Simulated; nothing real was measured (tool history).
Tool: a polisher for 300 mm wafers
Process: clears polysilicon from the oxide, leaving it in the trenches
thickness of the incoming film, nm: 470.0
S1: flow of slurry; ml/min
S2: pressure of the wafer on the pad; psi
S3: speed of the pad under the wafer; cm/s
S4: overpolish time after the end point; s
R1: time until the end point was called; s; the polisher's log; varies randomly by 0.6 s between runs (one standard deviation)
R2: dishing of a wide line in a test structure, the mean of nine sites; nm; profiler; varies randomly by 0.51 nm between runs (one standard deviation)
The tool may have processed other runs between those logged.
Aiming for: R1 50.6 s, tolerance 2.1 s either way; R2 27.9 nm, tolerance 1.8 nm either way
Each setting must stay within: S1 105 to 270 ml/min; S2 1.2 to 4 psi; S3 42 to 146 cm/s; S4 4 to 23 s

run	hour	S1	S2	S3	S4	R1	R2
1	0	175	2.6	94	12	42.619	52.047
2	3.6	175	2.6	94	16	42.648	57.741
3	8.3	140	2.6	94	16	44.266	57.791
4	13.2	175	2.4	94	13	46.503	52.204
5	17.8	200	2.3	94	10	46.849	48.866
6	24	175	2.4	88	8	49.58	42.56
7	30.2	155	2.8	76	7	51.464	41.704
8	32.9	140	2.7	80	6	50.723	35.377

Which one of the following 5 next-run settings gets every result inside its allowed miss? There is exactly one.
A	35.6	150	2.6	72	4	?	?
B	35.6	165	2.6	78	12	?	?
C	35.6	165	2.6	80	10	?	?
D	35.6	135	2.7	80	4	?	?
E	35.6	135	2.9	66	4	?	?

move	R1	R2
A	58.45	25.165
B	53.161	49.778
C	51.878	46.839
D	52.048	27.409
E	58.421	25.174
A: takes the result that was furthest off past its target
B: the biggest miss grows against the last run
C: the biggest miss grows against the last run
D: meets every target
E: takes the result that was furthest off past its target
Move D is the one to make.
